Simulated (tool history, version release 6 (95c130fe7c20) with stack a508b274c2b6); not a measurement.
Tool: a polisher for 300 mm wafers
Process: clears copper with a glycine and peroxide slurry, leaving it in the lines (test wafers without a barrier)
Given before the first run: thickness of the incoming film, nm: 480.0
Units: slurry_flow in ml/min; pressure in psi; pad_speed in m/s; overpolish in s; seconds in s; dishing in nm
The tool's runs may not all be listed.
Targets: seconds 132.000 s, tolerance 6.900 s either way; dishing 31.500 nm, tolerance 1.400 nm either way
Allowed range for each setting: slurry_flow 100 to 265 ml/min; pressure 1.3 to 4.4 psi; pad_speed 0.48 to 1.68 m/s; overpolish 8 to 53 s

Run 1, hour 0.0: slurry_flow 170 ml/min, pressure 2.8 psi, pad_speed 1.08 m/s, overpolish 27 s. Result: seconds 73.789 s, dishing 28.664 nm.
Run 2, hour 6.2: slurry_flow 170 ml/min, pressure 2.8 psi, pad_speed 0.96 m/s, overpolish 27 s. Result: seconds 80.493 s, dishing 29.000 nm.
Run 3, hour 7.6: slurry_flow 135 ml/min, pressure 2.8 psi, pad_speed 0.96 m/s, overpolish 27 s. Result: seconds 82.815 s, dishing 29.285 nm.
Run 4, hour 15.8: slurry_flow 130 ml/min, pressure 2.6 psi, pad_speed 0.94 m/s, overpolish 30 s. Result: seconds 90.897 s, dishing 28.546 nm.
Run 5, hour 24.1: slurry_flow 135 ml/min, pressure 2.6 psi, pad_speed 0.86 m/s, overpolish 26 s. Result: seconds 95.907 s, dishing 29.734 nm.
Run 6, hour 28.8: slurry_flow 135 ml/min, pressure 2.6 psi, pad_speed 0.86 m/s, overpolish 15 s. Result: seconds 98.200 s, dishing 26.046 nm.
Run 7, hour 36.8: slurry_flow 135 ml/min, pressure 2.5 psi, pad_speed 0.84 m/s, overpolish 19 s. Result: seconds 102.780 s, dishing 28.096 nm.
Run 8, hour 45.7: slurry_flow 135 ml/min, pressure 2.4 psi, pad_speed 0.82 m/s, overpolish 21 s. Result: seconds 105.320 s, dishing 27.380 nm.
Run 9, hour 48.1: slurry_flow 135 ml/min, pressure 2.3 psi, pad_speed 0.78 m/s, overpolish 25 s. Result: seconds 114.150 s, dishing 28.377 nm.
Run 10, hour 54.3: slurry_flow 135 ml/min, pressure 2.3 psi, pad_speed 0.76 m/s, overpolish 28 s. Result: seconds 118.380 s, dishing 29.128 nm.
Run 11, hour 59.3: slurry_flow 135 ml/min, pressure 2.3 psi, pad_speed 0.74 m/s, overpolish 30 s. Result: seconds 119.200 s, dishing 29.306 nm.
Run 12, hour 67.2: slurry_flow 135 ml/min, pressure 2.3 psi, pad_speed 0.72 m/s, overpolish 32 s. Result: seconds 118.510 s, dishing 29.906 nm.
Run 13, hour 75.9: slurry_flow 135 ml/min, pressure 2.3 psi, pad_speed 0.70 m/s, overpolish 34 s. Result: seconds 124.250 s, dishing 30.259 nm.
Run 14, hour 79.4: slurry_flow 135 ml/min, pressure 2.3 psi, pad_speed 0.70 m/s, overpolish 35 s. Result: seconds 122.560 s, dishing 29.682 nm.
Run 15, hour 83.9: slurry_flow 135 ml/min, pressure 2.3 psi, pad_speed 0.70 m/s, overpolish 38 s. Result: seconds 121.600 s, dishing 30.293 nm.
Run 16, hour 91.3: slurry_flow 140 ml/min, pressure 2.0 psi, pad_speed 0.66 m/s, overpolish 49 s. Result: seconds 142.350 s, dishing 31.518 nm.

Next run, 5 choices. One meets every target within its allowed miss, the rest don't. Which?
Run A, hour 98.7: slurry_flow 140 ml/min, pressure 1.8 psi, pad_speed 0.62 m/s, overpolish 45 s. Result: seconds ?, dishing ?.
Run B, hour 98.7: slurry_flow 165 ml/min, pressure 1.3 psi, pad_speed 0.84 m/s, overpolish 37 s. Result: seconds ?, dishing ?.
Run C, hour 98.7: slurry_flow 100 ml/min, pressure 2.1 psi, pad_speed 0.62 m/s, overpolish 46 s. Result: seconds ?, dishing ?.
Run D, hour 98.7: slurry_flow 130 ml/min, pressure 1.8 psi, pad_speed 0.72 m/s, overpolish 41 s. Result: seconds ?, dishing ?.
Run E, hour 98.7: slurry_flow 125 ml/min, pressure 2.3 psi, pad_speed 0.66 m/s, overpolish 48 s. Result: seconds ?, dishing ?.

move  seconds  dishing
   A  158.290   31.585
   B  155.540   29.926
   C  155.750   31.077
   D  145.560   30.537
   E  131.460   30.834
A: lands further from the targets than the last run did
B: lands further from the targets than the last run did
C: lands further from the targets than the last run did
D: lands further from the targets than the last run did
E: all results land within tolerance of their targets
E is the move that brings every result within its allowed miss.
